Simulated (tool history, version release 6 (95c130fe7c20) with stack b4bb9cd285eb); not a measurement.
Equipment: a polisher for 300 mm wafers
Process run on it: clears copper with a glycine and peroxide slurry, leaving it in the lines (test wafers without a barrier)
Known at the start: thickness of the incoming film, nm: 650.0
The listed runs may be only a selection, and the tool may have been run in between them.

run  hour  flow of slurry (ml/min)  pressure of the wafer on the pad (psi)  speed of the pad under the wafer (cm/s)  overpolish time after the end point (s)  time until the end point was called (s)  dishing of a wide line in a test structure (Å)
  1     0                      130                                     2.6                                       80                                       15                                      137                                          459.01
  2     4                      130                                     2.6                                      100                                       15                                   115.47                                          520.66
  3   9.7                      130                                       2                                      100                                       15                                   145.95                                          445.86
  4    17                      130                                       2                                      114                                       15                                   131.76                                          473.44
  5  19.5                      130                                     1.9                                      114                                       15                                   138.35                                          459.17
  6  26.3                      130                                     1.8                                      114                                       15                                   144.23                                          453.85
  7    35                      130                                     1.4                                      112                                       11                                   170.05                                          286.97

Run 8, settings as shown, results not yet in. Your forecast:
  8  42.6                      130                                     1.4                                      112                                       12                                        ?                                               ?

Run 8 produced time until the end point was called (s) 169.84, dishing of a wide line in a test structure (Å) 309.69.
